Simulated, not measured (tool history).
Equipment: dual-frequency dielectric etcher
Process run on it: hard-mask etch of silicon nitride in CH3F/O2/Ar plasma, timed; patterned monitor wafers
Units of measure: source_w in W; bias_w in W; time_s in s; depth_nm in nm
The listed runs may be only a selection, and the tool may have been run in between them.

run	hour	source_w	bias_w	time_s	depth_nm
1	0	450	60	163	104.74
2	3.9	490	60	163	107.16
3	6.7	470	60	163	105.94
4	12.2	470	69	163	111.26
5	20.2	410	69	163	106.44
6	24.5	410	75	163	109.44

Expected results for the next run?
7	26.5	380	75	163	?

depth_nm: 106.85 nm
